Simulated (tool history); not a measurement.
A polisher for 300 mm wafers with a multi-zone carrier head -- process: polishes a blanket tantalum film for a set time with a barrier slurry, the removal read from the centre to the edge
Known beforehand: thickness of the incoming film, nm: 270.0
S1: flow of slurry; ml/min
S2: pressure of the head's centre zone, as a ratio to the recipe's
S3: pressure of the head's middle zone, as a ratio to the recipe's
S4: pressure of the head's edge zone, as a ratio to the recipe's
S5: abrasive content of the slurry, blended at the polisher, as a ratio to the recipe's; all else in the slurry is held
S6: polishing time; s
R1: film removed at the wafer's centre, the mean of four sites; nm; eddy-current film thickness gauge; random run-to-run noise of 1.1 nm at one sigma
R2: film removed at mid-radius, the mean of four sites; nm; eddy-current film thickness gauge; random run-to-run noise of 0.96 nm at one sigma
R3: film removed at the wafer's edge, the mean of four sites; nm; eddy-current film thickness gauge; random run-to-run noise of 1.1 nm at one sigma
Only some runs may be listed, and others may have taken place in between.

run  hour   S1    S2    S3    S4    S5  S6      R1      R2      R3
  1   0.0  150  1.00  1.00  1.00  1.00  55  64.144  65.049  65.067
  2   2.2  150  1.00  1.00  1.00  1.20  55  68.433  69.075  70.147
  3   3.7  150  1.00  1.06  1.00  1.20  55  67.393  70.056  69.909
  4   8.0  155  1.02  1.07  1.00  1.25  55  71.686  74.283  70.937
  5  11.5  160  1.04  1.06  1.01  1.25  55  72.020  73.659  71.275
  6  13.1  150  1.04  1.06  1.01  1.25  55  73.049  73.104  71.315

Run 7 has not been measured yet. What should we expect?
  7  20.7  150  1.06  1.06  1.02  1.30  55   ?   ?   ?

Run 7 produced R1 73.778 nm, R2 74.393 nm, R3 73.436 nm.
